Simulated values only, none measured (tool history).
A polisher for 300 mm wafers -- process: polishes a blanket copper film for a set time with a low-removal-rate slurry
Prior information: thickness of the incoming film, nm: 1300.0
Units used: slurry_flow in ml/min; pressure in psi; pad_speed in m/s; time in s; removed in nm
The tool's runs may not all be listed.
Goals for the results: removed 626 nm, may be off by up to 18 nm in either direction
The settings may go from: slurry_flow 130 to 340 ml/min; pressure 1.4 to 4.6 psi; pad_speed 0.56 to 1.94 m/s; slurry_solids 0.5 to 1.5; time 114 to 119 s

{"run": 1, "hour": 0.0, "slurry_flow": 220, "pressure": 3, "pad_speed": 1.24, "slurry_solids": 1, "time": 114, "removed": 425.65}
{"run": 2, "hour": 4.1, "slurry_flow": 220, "pressure": 3, "pad_speed": 1.24, "slurry_solids": 0.8, "time": 114, "removed": 405.47}
{"run": 3, "hour": 12.2, "slurry_flow": 225, "pressure": 3.3, "pad_speed": 1.24, "slurry_solids": 0.8, "time": 114, "removed": 438.17}
{"run": 4, "hour": 20.2, "slurry_flow": 270, "pressure": 3.3, "pad_speed": 1.24, "slurry_solids": 0.8, "time": 114, "removed": 440.57}
{"run": 5, "hour": 24.8, "slurry_flow": 270, "pressure": 3.6, "pad_speed": 1.24, "slurry_solids": 0.8, "time": 114, "removed": 472.33}
{"run": 6, "hour": 26.5, "slurry_flow": 270, "pressure": 3.6, "pad_speed": 1.24, "slurry_solids": 0.9, "time": 114, "removed": 498.44}
{"run": 7, "hour": 34.9, "slurry_flow": 270, "pressure": 3.8, "pad_speed": 1.24, "slurry_solids": 0.9, "time": 114, "removed": 509.66}
{"run": 8, "hour": 41.4, "slurry_flow": 270, "pressure": 4, "pad_speed": 1.24, "slurry_solids": 0.9, "time": 114, "removed": 535.34}
{"run": 9, "hour": 42.0, "slurry_flow": 270, "pressure": 4.2, "pad_speed": 1.24, "slurry_solids": 0.9, "time": 114, "removed": 553.7}
{"run": 10, "hour": 44.1, "slurry_flow": 270, "pressure": 4.3, "pad_speed": 1.26, "slurry_solids": 0.9, "time": 114, "removed": 574.77}
{"run": 11, "hour": 52.8, "slurry_flow": 270, "pressure": 4.4, "pad_speed": 1.26, "slurry_solids": 0.9, "time": 114, "removed": 589.51}
{"run": 12, "hour": 57.5, "slurry_flow": 270, "pressure": 4.5, "pad_speed": 1.26, "slurry_solids": 0.9, "time": 114, "removed": 595.55}
{"run": 13, "hour": 62.2, "slurry_flow": 275, "pressure": 4.5, "pad_speed": 1.26, "slurry_solids": 0.9, "time": 114, "removed": 594.28}

Exactly one of the 4 candidate moves below puts every result within its allowed miss. Which one?
{"run": "A", "hour": 66.9, "slurry_flow": 270, "pressure": 4.6, "pad_speed": 1.22, "slurry_solids": 0.95, "time": 119, "removed": "?"}
{"run": "B", "hour": 66.9, "slurry_flow": 290, "pressure": 4.6, "pad_speed": 1.18, "slurry_solids": 0.9, "time": 117, "removed": "?"}
{"run": "C", "hour": 66.9, "slurry_flow": 275, "pressure": 4, "pad_speed": 1.3, "slurry_solids": 0.8, "time": 115, "removed": "?"}
{"run": "D", "hour": 66.9, "slurry_flow": 240, "pressure": 4.5, "pad_speed": 1.44, "slurry_solids": 0.6, "time": 114, "removed": "?"}

move=A removed=615.05
move=B removed=580.86
move=C removed=539.9
move=D removed=592.09
A: in spec on every target
B: its largest miss is bigger than the last run's
C: its largest miss is bigger than the last run's
D: its largest miss is bigger than the last run's
Move A is the one to make.
